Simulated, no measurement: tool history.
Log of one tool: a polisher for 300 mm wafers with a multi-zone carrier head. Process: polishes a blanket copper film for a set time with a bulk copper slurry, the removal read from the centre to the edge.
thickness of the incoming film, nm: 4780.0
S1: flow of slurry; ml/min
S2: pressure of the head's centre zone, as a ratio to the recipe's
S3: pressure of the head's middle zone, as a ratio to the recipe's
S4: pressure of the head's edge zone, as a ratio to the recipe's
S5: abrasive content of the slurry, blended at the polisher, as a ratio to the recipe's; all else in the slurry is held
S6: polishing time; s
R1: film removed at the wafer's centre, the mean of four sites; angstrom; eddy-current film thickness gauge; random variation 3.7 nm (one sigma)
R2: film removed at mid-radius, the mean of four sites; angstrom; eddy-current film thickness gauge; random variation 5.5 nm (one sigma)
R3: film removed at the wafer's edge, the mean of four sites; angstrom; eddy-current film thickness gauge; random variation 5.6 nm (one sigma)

Run 1, day 0: S1 240 ml/min, S2 1, S3 1, S4 1, S5 1, S6 51 s. Result: R1 6404.7 angstrom, R2 6687.5 angstrom, R3 6487 angstrom.
Run 2, day 0.146: S1 240 ml/min, S2 1, S3 1, S4 1, S5 1, S6 59 s. Result: R1 7481.8 angstrom, R2 7622.9 angstrom, R3 7477.1 angstrom.
Run 3, day 0.417: S1 240 ml/min, S2 0.99, S3 1, S4 0.98, S5 0.95, S6 57 s. Result: R1 7111.6 angstrom, R2 7493.9 angstrom, R3 7070.1 angstrom.
Run 4, day 0.592: S1 235 ml/min, S2 0.98, S3 0.99, S4 0.97, S5 0.9, S6 56 s. Result: R1 6788.6 angstrom, R2 7036.1 angstrom, R3 7009 angstrom.
Run 5, day 0.646: S1 245 ml/min, S2 0.98, S3 1, S4 0.97, S5 0.85, S6 54 s. Result: R1 6476.2 angstrom, R2 6946.7 angstrom, R3 6523.5 angstrom.
Run 6, day 0.775: S1 250 ml/min, S2 0.97, S3 1, S4 0.96, S5 0.8, S6 53 s. Result: R1 6289 angstrom, R2 6567.1 angstrom, R3 6425.1 angstrom.
Run 7, day 0.8: S1 250 ml/min, S2 0.97, S3 1.01, S4 0.95, S5 0.75, S6 52 s. Result: R1 6016.2 angstrom, R2 6564.6 angstrom, R3 5994 angstrom.
Run 8, day 1.067: S1 250 ml/min, S2 0.96, S3 1.01, S4 0.94, S5 0.7, S6 51 s. Result: R1 5814.8 angstrom, R2 6211.3 angstrom, R3 5939.3 angstrom.

Forecast run 9:
Run 9, day 1.146: S1 250 ml/min, S2 0.96, S3 1.02, S4 0.93, S5 0.7, S6 50 s. Result: R1 ?, R2 ?, R3 ?.

Run 9 gave R1 5677.6 angstrom, R2 6123.4 angstrom, R3 5717.3 angstrom.
